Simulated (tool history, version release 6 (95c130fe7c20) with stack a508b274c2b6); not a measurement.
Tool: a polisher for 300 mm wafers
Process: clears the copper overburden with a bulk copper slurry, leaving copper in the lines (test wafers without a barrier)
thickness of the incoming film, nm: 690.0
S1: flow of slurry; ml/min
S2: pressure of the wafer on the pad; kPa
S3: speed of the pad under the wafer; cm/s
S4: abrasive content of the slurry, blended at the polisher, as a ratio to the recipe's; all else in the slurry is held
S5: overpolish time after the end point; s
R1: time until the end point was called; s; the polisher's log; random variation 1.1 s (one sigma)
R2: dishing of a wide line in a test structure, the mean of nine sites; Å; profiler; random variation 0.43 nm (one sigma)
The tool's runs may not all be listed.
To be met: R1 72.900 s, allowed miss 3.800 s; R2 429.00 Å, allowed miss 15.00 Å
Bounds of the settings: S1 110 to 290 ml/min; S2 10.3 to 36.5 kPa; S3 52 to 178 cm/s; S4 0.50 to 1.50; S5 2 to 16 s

{"run": 1, "hour": 0.0, "S1": 185, "S2": 23.4, "S3": 114, "S4": 1.0, "S5": 8, "R1": 51.051, "R2": 466.02}
{"run": 2, "hour": 7.8, "S1": 180, "S2": 21.4, "S3": 114, "S4": 1.0, "S5": 9, "R1": 56.344, "R2": 478.99}
{"run": 3, "hour": 10.4, "S1": 175, "S2": 20.0, "S3": 114, "S4": 1.0, "S5": 9, "R1": 61.16, "R2": 460.21}
{"run": 4, "hour": 11.7, "S1": 170, "S2": 19.3, "S3": 114, "S4": 1.0, "S5": 9, "R1": 61.181, "R2": 460.84}
{"run": 5, "hour": 18.2, "S1": 170, "S2": 17.9, "S3": 114, "S4": 1.0, "S5": 9, "R1": 62.83, "R2": 432.3}
{"run": 6, "hour": 25.4, "S1": 215, "S2": 17.9, "S3": 114, "S4": 1.0, "S5": 9, "R1": 64.169, "R2": 444.51}
{"run": 7, "hour": 30.3, "S1": 215, "S2": 17.2, "S3": 114, "S4": 1.0, "S5": 9, "R1": 63.676, "R2": 428.1}
{"run": 8, "hour": 33.2, "S1": 195, "S2": 14.5, "S3": 110, "S4": 1.0, "S5": 11, "R1": 75.223, "R2": 440.19}

Which of these 4 next moves meets every target?
{"run": "A", "hour": 36.1, "S1": 265, "S2": 19.3, "S3": 80, "S4": 1.1, "S5": 12, "R1": "?", "R2": "?"}
{"run": "B", "hour": 36.1, "S1": 200, "S2": 17.2, "S3": 100, "S4": 1.05, "S5": 10, "R1": "?", "R2": "?"}
{"run": "C", "hour": 36.1, "S1": 210, "S2": 14.5, "S3": 104, "S4": 0.95, "S5": 12, "R1": "?", "R2": "?"}
{"run": "D", "hour": 36.1, "S1": 205, "S2": 14.5, "S3": 106, "S4": 1.15, "S5": 12, "R1": "?", "R2": "?"}

move=A R1=78.768 R2=459.78
move=B R1=71.985 R2=431.11
move=C R1=80.182 R2=446.50
move=D R1=75.154 R2=463.92
A: further off than the last run
B: meets every target
C: further off than the last run
D: further off than the last run
The right move is B.
